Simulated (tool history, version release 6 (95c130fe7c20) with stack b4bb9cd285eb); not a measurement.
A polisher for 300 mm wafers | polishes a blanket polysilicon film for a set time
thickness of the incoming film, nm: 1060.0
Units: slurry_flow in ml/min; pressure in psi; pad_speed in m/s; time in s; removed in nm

run	hour	slurry_flow	pressure	pad_speed	time	removed
1	0.0	200	2.3	1.28	61	443.77
2	0.6	200	2.2	1.28	61	435.93
3	5.3	200	2.1	1.28	61	421.30
4	12.9	235	2.1	1.28	61	428.88
5	14.6	235	2.0	1.28	61	414.11
6	22.5	205	2.0	1.28	61	415.50

The next listed run, before its measurement:
7	23.7	205	1.9	1.28	61	?

removed: 396.37 nm
